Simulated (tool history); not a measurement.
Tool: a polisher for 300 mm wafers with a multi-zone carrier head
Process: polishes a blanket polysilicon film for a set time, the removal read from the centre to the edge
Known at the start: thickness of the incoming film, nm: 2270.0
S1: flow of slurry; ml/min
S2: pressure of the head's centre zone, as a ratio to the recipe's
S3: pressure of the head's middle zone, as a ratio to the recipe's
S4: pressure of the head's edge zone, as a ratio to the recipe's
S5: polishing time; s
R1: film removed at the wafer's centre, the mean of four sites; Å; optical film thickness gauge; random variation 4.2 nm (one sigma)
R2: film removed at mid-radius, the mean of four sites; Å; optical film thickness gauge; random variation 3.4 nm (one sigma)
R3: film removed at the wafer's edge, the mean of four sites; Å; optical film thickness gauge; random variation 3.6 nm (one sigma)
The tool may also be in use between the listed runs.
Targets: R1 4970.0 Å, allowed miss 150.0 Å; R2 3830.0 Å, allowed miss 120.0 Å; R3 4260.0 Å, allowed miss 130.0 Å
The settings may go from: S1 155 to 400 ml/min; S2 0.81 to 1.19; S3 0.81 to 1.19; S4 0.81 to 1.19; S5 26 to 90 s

run 1 day=0.000 | S1=255 S2=1.00 S3=1.00 S4=1.00 S5=58 | R1=3154.2 R2=3071.9 R3=2991.1
run 2 day=0.225 | S1=255 S2=0.91 S3=1.00 S4=1.00 S5=58 | R1=2808.9 R2=3150.7 R3=2989.3
run 3 day=0.321 | S1=265 S2=0.96 S3=1.00 S4=1.03 S5=61 | R1=3183.8 R2=3294.2 R3=3199.6
run 4 day=0.654 | S1=265 S2=0.99 S3=0.99 S4=1.06 S5=64 | R1=3383.7 R2=3445.0 R3=3462.1
run 5 day=0.879 | S1=280 S2=1.03 S3=0.98 S4=1.07 S5=66 | R1=3697.8 R2=3546.8 R3=3548.4
run 6 day=1.033 | S1=280 S2=1.06 S3=0.96 S4=1.09 S5=68 | R1=3907.3 R2=3521.8 R3=3772.2
run 7 day=1.188 | S1=350 S2=1.16 S3=0.97 S4=1.08 S5=74 | R1=4793.1 R2=3987.5 R3=4080.4
run 8 day=1.396 | S1=350 S2=1.17 S3=0.96 S4=1.09 S5=74 | R1=4791.5 R2=3923.3 R3=4136.1
run 9 day=1.583 | S1=350 S2=1.17 S3=0.95 S4=1.09 S5=74 | R1=4881.5 R2=3955.3 R3=4077.2

5 next moves are on the table. One of them brings every result within its allowed miss. Which?
run A day=1.771 | S1=380 S2=1.14 S3=0.92 S4=1.07 S5=78 | R1=? R2=? R3=?
run B day=1.771 | S1=395 S2=1.16 S3=1.01 S4=0.97 S5=74 | R1=? R2=? R3=?
run C day=1.771 | S1=400 S2=1.19 S3=0.90 S4=0.98 S5=71 | R1=? R2=? R3=?
run D day=1.771 | S1=315 S2=1.17 S3=0.88 S4=1.11 S5=77 | R1=? R2=? R3=?
run E day=1.771 | S1=275 S2=1.19 S3=0.97 S4=0.96 S5=76 | R1=? R2=? R3=?

move=A R1=4893.6 R2=4082.7 R3=4319.7
move=B R1=4743.3 R2=4184.0 R3=3924.9
move=C R1=4670.9 R2=3666.9 R3=3791.1
move=D R1=4867.1 R2=3827.1 R3=4284.4
move=E R1=4811.6 R2=4019.4 R3=3909.4
A: brings the result that was furthest off to its target, and leaves another outside
B: further off than the last run
C: further off than the last run
D: meets every target
E: further off than the last run
The right move is D.

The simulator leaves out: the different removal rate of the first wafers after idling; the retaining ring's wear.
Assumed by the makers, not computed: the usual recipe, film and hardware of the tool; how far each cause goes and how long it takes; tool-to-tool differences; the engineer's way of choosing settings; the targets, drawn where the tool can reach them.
